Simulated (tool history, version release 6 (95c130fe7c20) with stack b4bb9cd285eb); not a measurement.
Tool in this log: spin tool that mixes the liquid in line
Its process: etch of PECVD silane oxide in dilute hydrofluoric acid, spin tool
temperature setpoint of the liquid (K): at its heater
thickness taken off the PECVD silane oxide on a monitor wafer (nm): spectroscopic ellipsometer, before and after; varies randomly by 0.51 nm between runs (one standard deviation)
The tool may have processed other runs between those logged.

| run | day | temperature setpoint of the liquid (K) | parts of water to one part of 49 % hydrofluoric acid (parts by volume) | time under the liquid (s) | thickness taken off the PECVD silane oxide on a monitor wafer (nm) |
|---|---|---|---|---|---|
| 1 | 0.000 | 298.15 | 130 | 100 | 39.917 |
| 2 | 0.312 | 298.15 | 130 | 105 | 42.710 |
| 3 | 0.596 | 299.15 | 130 | 105 | 43.919 |
| 4 | 0.717 | 296.65 | 130 | 105 | 39.734 |
| 5 | 1.062 | 296.65 | 130 | 100 | 38.207 |
| 6 | 1.246 | 298.65 | 130 | 100 | 41.045 |

Run 7 comes next. What will it give?
| 7 | 1.367 | 299.65 | 130 | 100 | ? |

{"run 7": {"thickness taken off the PECVD silane oxide on a monitor wafer (nm)": 43.324}}

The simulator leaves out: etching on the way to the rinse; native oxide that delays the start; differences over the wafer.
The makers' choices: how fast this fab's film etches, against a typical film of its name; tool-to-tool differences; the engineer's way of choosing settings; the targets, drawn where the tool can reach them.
